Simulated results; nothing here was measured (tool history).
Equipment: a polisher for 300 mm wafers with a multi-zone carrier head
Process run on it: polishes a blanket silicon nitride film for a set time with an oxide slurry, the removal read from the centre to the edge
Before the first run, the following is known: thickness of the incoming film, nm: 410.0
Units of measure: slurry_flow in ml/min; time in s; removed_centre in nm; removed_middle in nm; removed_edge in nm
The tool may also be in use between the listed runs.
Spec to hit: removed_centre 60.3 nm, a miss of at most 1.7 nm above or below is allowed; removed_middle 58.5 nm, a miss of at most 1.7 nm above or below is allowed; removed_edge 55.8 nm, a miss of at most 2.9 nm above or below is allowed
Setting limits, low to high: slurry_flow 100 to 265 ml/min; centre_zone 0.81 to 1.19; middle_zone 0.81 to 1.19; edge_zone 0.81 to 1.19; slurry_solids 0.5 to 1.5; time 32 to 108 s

| run | hour | slurry_flow | centre_zone | middle_zone | edge_zone | slurry_solids | time | removed_centre | removed_middle | removed_edge |
|---|---|---|---|---|---|---|---|---|---|---|
| 1 | 0 | 170 | 1 | 1 | 1 | 1 | 70 | 52.164 | 54.831 | 51.115 |
| 2 | 5.9 | 170 | 0.92 | 1 | 1 | 1 | 70 | 48.91 | 54.555 | 50.283 |
| 3 | 12.1 | 180 | 0.95 | 1 | 1 | 1 | 70 | 50.905 | 55.416 | 51.58 |
| 4 | 13.1 | 180 | 0.95 | 1 | 0.93 | 1 | 70 | 51.063 | 54.741 | 49.527 |
| 5 | 21.9 | 190 | 0.97 | 0.99 | 0.94 | 1 | 70 | 51.913 | 55.157 | 52.103 |
| 6 | 25 | 190 | 0.97 | 1.02 | 0.94 | 1 | 70 | 51.899 | 56.022 | 51.014 |
| 7 | 29.8 | 240 | 1.06 | 0.98 | 1 | 1.05 | 70 | 59.194 | 57.685 | 54.652 |
| 8 | 34.6 | 245 | 1.06 | 0.98 | 1.01 | 1.05 | 70 | 58.881 | 57.704 | 55.399 |

Which single option among these 4 for the next run brings every result within its allowed miss of target? Just one does.
| A | 39.4 | 190 | 1.07 | 0.96 | 1.04 | 0.95 | 74 | ? | ? | ? |
| B | 39.4 | 180 | 0.92 | 0.91 | 1.04 | 0.75 | 92 | ? | ? | ? |
| C | 39.4 | 245 | 1.01 | 0.94 | 0.92 | 1.1 | 73 | ? | ? | ? |
| D | 39.4 | 230 | 1.05 | 0.98 | 1.02 | 1 | 70 | ? | ? | ? |

| move | removed_centre | removed_middle | removed_edge |
|---|---|---|---|
| A | 57.11 | 55.401 | 54.162 |
| B | 57.869 | 59.921 | 61.401 |
| C | 59.127 | 58.564 | 54.468 |
| D | 55.916 | 55.783 | 52.708 |
A: further off than the last run
B: further off than the last run
C: in spec on every target
D: further off than the last run
Answer: C
